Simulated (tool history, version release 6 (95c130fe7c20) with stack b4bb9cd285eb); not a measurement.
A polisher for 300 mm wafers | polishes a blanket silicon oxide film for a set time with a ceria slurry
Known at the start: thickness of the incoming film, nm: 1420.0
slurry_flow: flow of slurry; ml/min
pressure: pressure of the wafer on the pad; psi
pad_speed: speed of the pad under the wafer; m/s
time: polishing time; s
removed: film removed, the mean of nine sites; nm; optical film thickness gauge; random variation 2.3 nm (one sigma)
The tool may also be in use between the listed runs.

{"run": 1, "day": 0.0, "slurry_flow": 185, "pressure": 2, "pad_speed": 1.4, "time": 112, "removed": 383.53}
{"run": 2, "day": 0.233, "slurry_flow": 185, "pressure": 2.3, "pad_speed": 1.4, "time": 112, "removed": 439.56}
{"run": 3, "day": 0.358, "slurry_flow": 185, "pressure": 2.6, "pad_speed": 1.4, "time": 112, "removed": 502.04}
{"run": 4, "day": 0.554, "slurry_flow": 150, "pressure": 2.6, "pad_speed": 1.4, "time": 112, "removed": 479.47}
{"run": 5, "day": 0.592, "slurry_flow": 145, "pressure": 2.4, "pad_speed": 1.4, "time": 112, "removed": 441.42}
{"run": 6, "day": 0.958, "slurry_flow": 145, "pressure": 2.4, "pad_speed": 1.14, "time": 112, "removed": 360.67}
{"run": 7, "day": 1.2, "slurry_flow": 140, "pressure": 2.3, "pad_speed": 1.14, "time": 112, "removed": 342.22}

Run 8 comes next. What will it give?
{"run": 8, "day": 1.454, "slurry_flow": 135, "pressure": 2.3, "pad_speed": 1.14, "time": 112, "removed": "?"}

{"run 8": {"removed": 340.44}}
